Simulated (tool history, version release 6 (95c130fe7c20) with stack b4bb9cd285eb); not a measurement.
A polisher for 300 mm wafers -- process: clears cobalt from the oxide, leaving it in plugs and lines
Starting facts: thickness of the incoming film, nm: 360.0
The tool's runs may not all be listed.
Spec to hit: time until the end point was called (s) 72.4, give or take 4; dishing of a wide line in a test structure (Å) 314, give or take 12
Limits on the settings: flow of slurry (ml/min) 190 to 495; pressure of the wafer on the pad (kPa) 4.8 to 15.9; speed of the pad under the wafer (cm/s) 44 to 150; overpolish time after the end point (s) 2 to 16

run	hour	flow of slurry (ml/min)	pressure of the wafer on the pad (kPa)	speed of the pad under the wafer (cm/s)	overpolish time after the end point (s)	time until the end point was called (s)	dishing of a wide line in a test structure (Å)
1	0	320	10.3	96	8	101.36	209.52
2	4.7	250	10.3	96	8	108.91	199.88
3	8.5	250	10.3	96	9	104.91	223.99
4	13	260	11	96	9	99.243	233.9
5	16.1	270	11.7	96	9	91.626	243.32
6	24.5	345	11.7	96	9	91.097	248.32
7	32.9	345	12.4	96	9	87.497	262.93
8	40	345	13.1	96	9	82.12	265.7

Which single option among these 4 for the next run brings every result within its allowed miss of target? Just one does.
A	47.1	310	12.4	96	11	?	?
B	47.1	355	12.4	106	13	?	?
C	47.1	455	11.7	120	10	?	?
D	47.1	355	13.1	96	10	?	?

move	time until the end point was called (s)	dishing of a wide line in a test structure (Å)
A	84.813	299.43
B	77.16	354.63
C	72.119	313.05
D	79.652	292.69
A: better than the last run, though not everything is in spec
B: the result that was furthest off in the last run now lies on the other side of its target
C: all results in spec
D: better than the last run, though not everything is in spec
The right move is C.
